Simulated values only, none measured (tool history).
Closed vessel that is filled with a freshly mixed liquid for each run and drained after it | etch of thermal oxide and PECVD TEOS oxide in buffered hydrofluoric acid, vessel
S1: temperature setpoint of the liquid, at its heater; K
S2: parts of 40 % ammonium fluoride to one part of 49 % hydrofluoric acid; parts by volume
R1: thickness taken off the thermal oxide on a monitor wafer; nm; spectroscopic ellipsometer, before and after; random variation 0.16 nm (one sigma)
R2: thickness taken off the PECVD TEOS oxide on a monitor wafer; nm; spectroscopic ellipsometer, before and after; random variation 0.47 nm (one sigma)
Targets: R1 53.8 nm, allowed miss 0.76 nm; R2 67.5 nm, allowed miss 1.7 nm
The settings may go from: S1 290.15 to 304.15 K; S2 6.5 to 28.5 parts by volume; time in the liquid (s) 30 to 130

{"run": 1, "hour": 0.0, "S1": 296.15, "S2": 17.5, "time in the liquid (s)": 65, "R1": 47.775, "R2": 59.252}
{"run": 2, "hour": 0.7, "S1": 296.65, "S2": 17.5, "time in the liquid (s)": 65, "R1": 49.088, "R2": 61.304}
{"run": 3, "hour": 1.6, "S1": 296.65, "S2": 17.5, "time in the liquid (s)": 80, "R1": 60.486, "R2": 75.886}
{"run": 4, "hour": 8.7, "S1": 296.15, "S2": 17.5, "time in the liquid (s)": 80, "R1": 58.917, "R2": 74.155}
{"run": 5, "hour": 11.7, "S1": 295.65, "S2": 17.5, "time in the liquid (s)": 80, "R1": 57.525, "R2": 72.216}
{"run": 6, "hour": 19.0, "S1": 295.65, "S2": 21, "time in the liquid (s)": 80, "R1": 48.459, "R2": 61.037}
{"run": 7, "hour": 20.3, "S1": 296.15, "S2": 21, "time in the liquid (s)": 80, "R1": 49.839, "R2": 62.648}
{"run": 8, "hour": 25.8, "S1": 296.65, "S2": 21, "time in the liquid (s)": 80, "R1": 51.177, "R2": 64.108}
{"run": 9, "hour": 31.3, "S1": 297.15, "S2": 21, "time in the liquid (s)": 80, "R1": 52.656, "R2": 65.739}
{"run": 10, "hour": 35.4, "S1": 297.15, "S2": 21, "time in the liquid (s)": 80, "R1": 52.803, "R2": 66.22}

Which of these 4 next moves meets every target?
{"run": "A", "hour": 39.5, "S1": 301.15, "S2": 19.5, "time in the liquid (s)": 60, "R1": "?", "R2": "?"}
{"run": "B", "hour": 39.5, "S1": 304.15, "S2": 11.5, "time in the liquid (s)": 30, "R1": "?", "R2": "?"}
{"run": "C", "hour": 39.5, "S1": 295.65, "S2": 21.5, "time in the liquid (s)": 85, "R1": "?", "R2": "?"}
{"run": "D", "hour": 39.5, "S1": 296.15, "S2": 13, "time in the liquid (s)": 55, "R1": "?", "R2": "?"}

move=A R1=52.053 R2=65.566
move=B R1=51.156 R2=64.436
move=C R1=50.759 R2=63.936
move=D R1=54.219 R2=68.295
A: further off than the last run
B: further off than the last run
C: further off than the last run
D: meets every target
Answer: D

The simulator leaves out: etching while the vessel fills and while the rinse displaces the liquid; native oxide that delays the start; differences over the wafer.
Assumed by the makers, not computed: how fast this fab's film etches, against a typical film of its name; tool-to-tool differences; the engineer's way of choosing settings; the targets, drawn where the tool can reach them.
